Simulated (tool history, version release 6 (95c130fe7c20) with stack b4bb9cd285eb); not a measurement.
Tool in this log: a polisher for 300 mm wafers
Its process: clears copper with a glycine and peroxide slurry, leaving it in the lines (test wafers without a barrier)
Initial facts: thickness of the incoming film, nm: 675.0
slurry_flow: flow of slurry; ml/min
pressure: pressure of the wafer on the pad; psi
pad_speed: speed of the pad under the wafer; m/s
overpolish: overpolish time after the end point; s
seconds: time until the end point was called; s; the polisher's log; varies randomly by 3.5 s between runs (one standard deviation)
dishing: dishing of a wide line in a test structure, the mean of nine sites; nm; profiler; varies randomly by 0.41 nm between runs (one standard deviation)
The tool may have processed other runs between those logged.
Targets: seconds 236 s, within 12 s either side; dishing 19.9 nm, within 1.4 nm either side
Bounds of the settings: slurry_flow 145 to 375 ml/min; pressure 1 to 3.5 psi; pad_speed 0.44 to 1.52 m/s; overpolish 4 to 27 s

run  hour  slurry_flow  pressure  pad_speed  overpolish  seconds  dishing
  1     0          240       2.2       0.98          14   144.82   48.093
  2   7.8          240       2.2       0.98          12   144.51    40.73
  3   8.5          240       2.1       0.96          11   149.63   36.838
  4  15.1          240         2       0.94          11   154.44   35.092
  5  23.4          240       1.9        0.9          11   166.56   34.451
  6  24.3          240       1.8       0.88          10    178.3   28.398
  7    30          240       1.7       0.88          10    178.8   27.514
  8  30.6          235       1.1       0.76           9   263.13   18.373

5 next moves are on the table. One of them brings every result within its allowed miss. Which?
  A  31.2          280         1       0.58          10        ?        ?
  B  31.2          215       1.4       0.66           9        ?        ?
  C  31.2          265       1.4       0.82           8        ?        ?
  D  31.2          270       1.1       0.72           8        ?        ?
  E  31.2          225       1.6        0.8           9        ?        ?

move  seconds  dishing
   A   302.91    17.51
   B   244.53   19.441
   C   217.09    19.42
   D   266.72    15.95
   E   204.36    23.02
A: further off than the last run
B: all results in spec
C: moves the result that the last run missed by most past its target, out the other side
D: further off than the last run
E: moves the result that the last run missed by most past its target, out the other side
B meets every target.
